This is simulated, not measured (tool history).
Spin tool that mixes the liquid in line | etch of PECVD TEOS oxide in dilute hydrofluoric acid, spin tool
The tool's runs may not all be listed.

run  hour  temperature setpoint of the liquid (°C)  parts of water to one part of 49 % hydrofluoric acid (parts by volume)  time under the liquid (s)  thickness taken off the PECVD TEOS oxide on a monitor wafer (angstrom)
  1     0                                       21                                                                     125                         65                                                                  116.19
  2   1.1                                       20                                                                     130                         65                                                                  104.43
  3   5.1                                       18                                                                     130                         65                                                                  97.186
  4  10.5                                       18                                                                     135                         65                                                                  93.464
  5  13.7                                       18                                                                     115                         65                                                                  111.26
  6  14.7                                       18                                                                     120                         65                                                                  106.72
  7  15.9                                       18                                                                     125                         65                                                                   103.2

Run 8 is up next; what results do you expect?
  8  23.7                                       18                                                                     130                         65                                                                       ?

Logged for run 8: thickness taken off the PECVD TEOS oxide on a monitor wafer (angstrom) 97.743.
